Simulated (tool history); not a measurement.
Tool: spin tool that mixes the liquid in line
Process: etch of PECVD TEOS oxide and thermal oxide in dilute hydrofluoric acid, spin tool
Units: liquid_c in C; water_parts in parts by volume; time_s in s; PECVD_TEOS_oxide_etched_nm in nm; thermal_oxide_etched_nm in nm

run  hour  liquid_c  water_parts  time_s  PECVD_TEOS_oxide_etched_nm  thermal_oxide_etched_nm
  1   0.0      22.0          170     180                     16.0620                   4.5496
  2   7.9      21.0          190     180                     13.3940                   3.7920
  3  16.6      21.0          225     180                     10.8820                   3.1390
  4  20.9      20.0          235     180                     10.0190                   2.8785
  5  22.1      20.0          235     105                      5.8013                   1.6908
  6  30.2      17.0          235     105                      5.1772                   1.4860
  7  33.5      17.5          235     105                      5.3279                   1.5054
  8  34.3      18.0          235     105                      5.3835                   1.5412
  9  40.2      18.5          235     105                      5.5371                   1.5602

The next listed run, before its measurement:
 10  48.5      19.0          235     105                           ?                        ?

Run 10 gave PECVD_TEOS_oxide_etched_nm 5.7198 nm, thermal_oxide_etched_nm 1.6014 nm.
